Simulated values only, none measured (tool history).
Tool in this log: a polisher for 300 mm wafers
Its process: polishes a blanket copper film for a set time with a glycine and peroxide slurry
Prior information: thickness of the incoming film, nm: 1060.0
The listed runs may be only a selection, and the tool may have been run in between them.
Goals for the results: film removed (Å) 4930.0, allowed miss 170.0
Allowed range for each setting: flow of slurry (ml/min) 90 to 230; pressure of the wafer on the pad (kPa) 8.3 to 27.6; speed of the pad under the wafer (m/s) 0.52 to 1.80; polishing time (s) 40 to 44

run	hour	flow of slurry (ml/min)	pressure of the wafer on the pad (kPa)	speed of the pad under the wafer (m/s)	polishing time (s)	film removed (Å)
1	0.0	150	17.9	1.16	44	2861.9
2	3.9	155	20.7	1.18	44	3368.1
3	9.3	155	24.1	1.18	44	3798.2
4	11.8	165	25.5	1.22	44	4177.2
5	15.0	165	25.5	1.22	44	4125.8
6	21.8	165	26.2	1.26	44	4326.0
7	24.8	165	26.9	1.30	44	4617.4
8	28.4	165	26.9	1.32	44	4677.8

Pick the move, out of 5, that brings all results within their allowed miss; only one does.
A	32.0	160	24.8	1.46	40	?
B	32.0	195	27.6	1.30	40	?
C	32.0	180	24.8	1.54	43	?
D	32.0	160	27.6	1.22	43	?
E	32.0	180	21.4	1.56	44	?

move	film removed (Å)
A	4339.8
B	4435.5
C	4991.6
D	4365.4
E	4518.4
A: moves away from the targets compared with the last run
B: moves away from the targets compared with the last run
C: hits every target within its allowed miss
D: moves away from the targets compared with the last run
E: moves away from the targets compared with the last run
Go with C: it meets all targets.
